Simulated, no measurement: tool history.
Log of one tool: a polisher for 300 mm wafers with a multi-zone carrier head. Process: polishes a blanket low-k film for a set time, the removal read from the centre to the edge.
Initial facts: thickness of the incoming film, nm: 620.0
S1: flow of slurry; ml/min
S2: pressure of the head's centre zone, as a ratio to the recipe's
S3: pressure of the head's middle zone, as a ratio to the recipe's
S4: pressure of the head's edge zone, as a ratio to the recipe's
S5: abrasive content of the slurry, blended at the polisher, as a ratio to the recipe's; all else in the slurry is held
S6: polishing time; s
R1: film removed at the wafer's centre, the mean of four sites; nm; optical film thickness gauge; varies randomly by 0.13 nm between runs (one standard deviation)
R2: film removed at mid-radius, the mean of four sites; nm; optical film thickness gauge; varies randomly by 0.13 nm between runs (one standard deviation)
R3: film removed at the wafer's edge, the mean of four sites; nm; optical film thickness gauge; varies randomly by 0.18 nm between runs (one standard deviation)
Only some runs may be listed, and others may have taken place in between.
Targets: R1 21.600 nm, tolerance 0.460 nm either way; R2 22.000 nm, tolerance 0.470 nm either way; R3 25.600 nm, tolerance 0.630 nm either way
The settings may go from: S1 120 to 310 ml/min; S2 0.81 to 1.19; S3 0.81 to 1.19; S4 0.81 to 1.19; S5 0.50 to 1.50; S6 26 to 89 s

{"run": 1, "day": 0.0, "S1": 200, "S2": 1.0, "S3": 1.0, "S4": 1.0, "S5": 1.0, "S6": 57, "R1": 27.581, "R2": 28.104, "R3": 27.708}
{"run": 2, "day": 0.075, "S1": 200, "S2": 1.0, "S3": 1.0, "S4": 1.0, "S5": 0.85, "S6": 57, "R1": 25.961, "R2": 26.417, "R3": 25.809}
{"run": 3, "day": 0.229, "S1": 200, "S2": 1.0, "S3": 1.0, "S4": 1.0, "S5": 0.95, "S6": 57, "R1": 27.003, "R2": 27.435, "R3": 27.092}
{"run": 4, "day": 0.271, "S1": 200, "S2": 1.0, "S3": 1.0, "S4": 1.0, "S5": 1.1, "S6": 57, "R1": 28.62, "R2": 29.04, "R3": 27.85}
{"run": 5, "day": 0.425, "S1": 185, "S2": 0.97, "S3": 0.96, "S4": 1.0, "S5": 1.05, "S6": 57, "R1": 26.813, "R2": 27.289, "R3": 27.423}
{"run": 6, "day": 0.783, "S1": 175, "S2": 0.95, "S3": 0.93, "S4": 1.01, "S5": 1.0, "S6": 57, "R1": 25.525, "R2": 26.24, "R3": 27.125}
{"run": 7, "day": 1.004, "S1": 165, "S2": 0.94, "S3": 0.9, "S4": 1.02, "S5": 0.95, "S6": 57, "R1": 24.604, "R2": 24.495, "R3": 26.395}
{"run": 8, "day": 1.275, "S1": 155, "S2": 0.92, "S3": 0.88, "S4": 1.02, "S5": 0.95, "S6": 57, "R1": 23.792, "R2": 23.582, "R3": 25.983}
{"run": 9, "day": 1.492, "S1": 150, "S2": 0.91, "S3": 0.87, "S4": 1.03, "S5": 0.95, "S6": 57, "R1": 23.49, "R2": 23.482, "R3": 26.148}
{"run": 10, "day": 1.55, "S1": 145, "S2": 0.9, "S3": 0.86, "S4": 1.03, "S5": 0.95, "S6": 57, "R1": 22.896, "R2": 22.647, "R3": 26.166}
{"run": 11, "day": 1.912, "S1": 140, "S2": 0.89, "S3": 0.86, "S4": 1.03, "S5": 0.95, "S6": 57, "R1": 22.352, "R2": 22.727, "R3": 26.291}
{"run": 12, "day": 1.971, "S1": 135, "S2": 0.89, "S3": 0.86, "S4": 1.02, "S5": 0.95, "S6": 57, "R1": 22.466, "R2": 22.871, "R3": 25.251}

4 next moves are on the table. One of them brings every result within its allowed miss. Which?
{"run": "A", "day": 2.029, "S1": 150, "S2": 0.94, "S3": 0.88, "S4": 0.94, "S5": 0.8, "S6": 60, "R1": "?", "R2": "?", "R3": "?"}
{"run": "B", "day": 2.029, "S1": 155, "S2": 0.92, "S3": 0.87, "S4": 0.98, "S5": 0.85, "S6": 59, "R1": "?", "R2": "?", "R3": "?"}
{"run": "C", "day": 2.029, "S1": 185, "S2": 0.87, "S3": 0.86, "S4": 0.99, "S5": 1.1, "S6": 53, "R1": "?", "R2": "?", "R3": "?"}
{"run": "D", "day": 2.029, "S1": 135, "S2": 0.89, "S3": 0.86, "S4": 1.05, "S5": 1.1, "S6": 53, "R1": "?", "R2": "?", "R3": "?"}

move=A R1=23.398 R2=23.152 R3=24.858
move=B R1=23.270 R2=23.255 R3=25.638
move=C R1=22.688 R2=23.541 R3=26.063
move=D R1=21.474 R2=22.010 R3=25.555
A: further off than the last run
B: further off than the last run
C: further off than the last run
D: meets every target
D is the move that brings every result within its allowed miss.

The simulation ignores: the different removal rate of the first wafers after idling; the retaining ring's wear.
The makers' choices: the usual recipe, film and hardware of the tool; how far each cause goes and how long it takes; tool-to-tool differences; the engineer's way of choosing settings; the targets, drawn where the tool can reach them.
